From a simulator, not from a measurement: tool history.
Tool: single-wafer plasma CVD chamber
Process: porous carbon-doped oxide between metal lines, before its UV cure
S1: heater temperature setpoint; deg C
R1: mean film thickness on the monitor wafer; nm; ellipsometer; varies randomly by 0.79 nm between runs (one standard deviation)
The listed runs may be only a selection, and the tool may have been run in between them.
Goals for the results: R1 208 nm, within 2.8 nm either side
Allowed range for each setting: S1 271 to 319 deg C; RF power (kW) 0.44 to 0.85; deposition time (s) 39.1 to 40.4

run 1 day=0 | S1=295 RF_power_(kW)=0.645 deposition_time_(s)=39.1 | R1=264.04
run 2 day=0.254 | S1=295 RF_power_(kW)=0.645 deposition_time_(s)=40.4 | R1=271.09
run 3 day=0.529 | S1=303 RF_power_(kW)=0.645 deposition_time_(s)=40.4 | R1=256.19
run 4 day=0.6 | S1=303 RF_power_(kW)=0.645 deposition_time_(s)=40.4 | R1=258.86
run 5 day=0.804 | S1=292 RF_power_(kW)=0.645 deposition_time_(s)=40.4 | R1=277.37
run 6 day=0.838 | S1=296 RF_power_(kW)=0.625 deposition_time_(s)=40.4 | R1=261.45
run 7 day=0.908 | S1=300 RF_power_(kW)=0.615 deposition_time_(s)=40.4 | R1=250.56
run 8 day=1.246 | S1=303 RF_power_(kW)=0.61 deposition_time_(s)=40.4 | R1=243.76
run 9 day=1.417 | S1=315 RF_power_(kW)=0.54 deposition_time_(s)=40.3 | R1=198.62
run 10 day=1.646 | S1=314 RF_power_(kW)=0.54 deposition_time_(s)=40.3 | R1=200.97
run 11 day=1.717 | S1=313 RF_power_(kW)=0.54 deposition_time_(s)=40.3 | R1=202.07
run 12 day=1.925 | S1=313 RF_power_(kW)=0.54 deposition_time_(s)=40.3 | R1=200.93
run 13 day=2.071 | S1=312 RF_power_(kW)=0.54 deposition_time_(s)=40.3 | R1=202.23
run 14 day=2.233 | S1=311 RF_power_(kW)=0.54 deposition_time_(s)=40.3 | R1=204.15
run 15 day=2.421 | S1=310 RF_power_(kW)=0.54 deposition_time_(s)=40.3 | R1=204.04

4 next moves are on the table. One of them brings every result within its allowed miss. Which?
run A day=2.608 | S1=309 RF_power_(kW)=0.54 deposition_time_(s)=39.6 | R1=?
run B day=2.608 | S1=310 RF_power_(kW)=0.545 deposition_time_(s)=40.3 | R1=?
run C day=2.608 | S1=318 RF_power_(kW)=0.585 deposition_time_(s)=40.4 | R1=?
run D day=2.608 | S1=309 RF_power_(kW)=0.525 deposition_time_(s)=40.4 | R1=?

move=A R1=202.7
move=B R1=207.11
move=C R1=213.88
move=D R1=200.22
A: further off than the last run
B: hits every target within its allowed miss
C: carries the result that was furthest off beyond its target, to the other side
D: further off than the last run
Answer: B

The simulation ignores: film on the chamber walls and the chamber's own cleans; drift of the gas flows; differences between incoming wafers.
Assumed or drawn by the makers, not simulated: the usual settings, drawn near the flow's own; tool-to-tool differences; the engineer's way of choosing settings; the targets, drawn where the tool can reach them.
